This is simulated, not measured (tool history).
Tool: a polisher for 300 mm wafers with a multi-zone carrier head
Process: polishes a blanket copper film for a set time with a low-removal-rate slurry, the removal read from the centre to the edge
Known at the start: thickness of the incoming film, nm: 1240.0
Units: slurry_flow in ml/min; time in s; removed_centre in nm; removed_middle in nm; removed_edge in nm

run,hour,slurry_flow,centre_zone,middle_zone,edge_zone,slurry_solids,time,removed_centre,removed_middle,removed_edge
1,0,215,1,1,1,1,55,139.68,140.26,140.6
2,8.6,215,1,0.94,1,1,55,138.9,130.7,139.1
3,16.9,265,1,0.94,1,1,55,140.54,136.68,141.3
4,19,265,1,0.94,1,1,47,120.92,113.74,122.56
5,25.4,270,1.03,0.99,1.04,1.15,49,132.58,125.44,132.67
6,26.3,275,1.05,1.03,1.06,1.25,52,147.65,141.17,145.41
7,31.6,280,1.06,1.07,1.08,1.3,53,154.01,150.6,149.67
8,39,280,1.07,1.09,1.1,1.35,54,160.68,159.5,154
9,44.2,285,1.07,1.1,1.12,1.4,55,162,163.47,159.17

The next listed run, before its measurement:
10,49.4,290,1.08,1.11,1.13,1.45,56,?,?,?

Run 10 gave removed_centre 166.27 nm, removed_middle 170.55 nm, removed_edge 164.79 nm.
